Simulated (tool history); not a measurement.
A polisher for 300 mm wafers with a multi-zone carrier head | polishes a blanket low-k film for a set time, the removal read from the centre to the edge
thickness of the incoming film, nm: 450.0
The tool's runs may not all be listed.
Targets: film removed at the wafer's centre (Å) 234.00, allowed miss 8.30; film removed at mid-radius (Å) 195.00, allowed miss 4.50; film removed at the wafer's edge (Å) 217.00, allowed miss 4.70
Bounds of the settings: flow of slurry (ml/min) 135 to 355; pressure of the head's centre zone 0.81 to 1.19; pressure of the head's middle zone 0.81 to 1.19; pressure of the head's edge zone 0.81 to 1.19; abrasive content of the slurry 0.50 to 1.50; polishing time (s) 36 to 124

run  hour  flow of slurry (ml/min)  pressure of the head's centre zone  pressure of the head's middle zone  pressure of the head's edge zone  abrasive content of the slurry  polishing time (s)  film removed at the wafer's centre (Å)  film removed at mid-radius (Å)  film removed at the wafer's edge (Å)
  1   0.0                      225                                1.00                                1.00                              1.00                            1.00                  79                                  331.91                          339.53                                340.78
  2   6.3                      220                                1.01                                0.97                              0.98                            0.90                  77                                  313.73                          303.52                                315.00
  3   9.9                      260                                1.01                                0.97                              0.98                            0.90                  77                                  325.79                          312.94                                316.94
  4  17.8                      260                                0.93                                0.97                              0.98                            0.90                  77                                  301.20                          311.95                                321.61
  5  19.5                      255                                0.94                                0.95                              0.96                            0.85                  75                                  281.66                          290.92                                300.58
  6  23.7                      250                                0.96                                0.93                              0.94                            0.80                  74                                  273.15                          275.08                                278.33
  7  28.2                      235                                0.98                                0.91                              0.95                            0.75                  73                                  266.35                          252.89                                268.38
  8  28.9                      225                                0.99                                0.89                              0.94                            0.70                  73                                  259.12                          232.25                                253.75
  9  37.2                      215                                0.99                                0.88                              0.92                            0.70                  73                                  252.20                          234.64                                256.79
 10  45.8                      215                                1.00                                0.87                              0.91                            0.65                  73                                  242.68                          222.97                                243.40
 11  51.6                      210                                1.02                                0.86                              0.90                            0.65                  73                                  252.50                          217.83                                241.93
 12  59.1                      205                                1.02                                0.85                              0.89                            0.65                  73                                  248.03                          217.63                                238.84
 13  65.4                      195                                1.03                                0.84                              0.88                            0.65                  73                                  246.07                          210.30                                238.21
 14  66.4                      195                                1.03                                0.84                              0.87                            0.65                  73                                  246.25                          212.79                                235.32
 15  68.3                      190                                1.03                                0.83                              0.86                            0.65                  73                                  241.19                          206.44                                233.35
 16  75.8                      160                                1.07                                0.84                              0.81                            0.55                  73                                  223.19                          183.27                                203.75
 17  82.7                      170                                1.07                                0.84                              0.81                            0.55                  73                                  222.29                          186.44                                202.71
 18  84.5                      175                                1.07                                0.84                              0.82                            0.55                  73                                  226.42                          188.06                                207.13
 19  91.9                      180                                1.07                                0.84                              0.82                            0.55                  73                                  228.49                          189.03                                205.15

4 next moves are on the table. One of them brings every result within its allowed miss. Which?
  A  99.3                      200                                1.04                                0.83                              0.82                            0.60                  71                                       ?                               ?                                     ?
  B  99.3                      235                                1.10                                0.96                              0.81                            0.50                  70                                       ?                               ?                                     ?
  C  99.3                      230                                1.16                                0.91                              0.81                            0.50                  71                                       ?                               ?                                     ?
  D  99.3                      250                                1.19                                0.95                              0.81                            0.50                  68                                       ?                               ?                                     ?

move  film removed at the wafer's centre (Å)  film removed at mid-radius (Å)  film removed at the wafer's edge (Å)
   A                                  232.05                          194.35                                214.99
   B                                  220.54                          196.91                                190.92
   C                                  234.33                          190.40                                193.36
   D                                  232.71                          191.02                                186.59
A: meets every target
B: further off than the last run
C: further off than the last run
D: further off than the last run
The right move is A.

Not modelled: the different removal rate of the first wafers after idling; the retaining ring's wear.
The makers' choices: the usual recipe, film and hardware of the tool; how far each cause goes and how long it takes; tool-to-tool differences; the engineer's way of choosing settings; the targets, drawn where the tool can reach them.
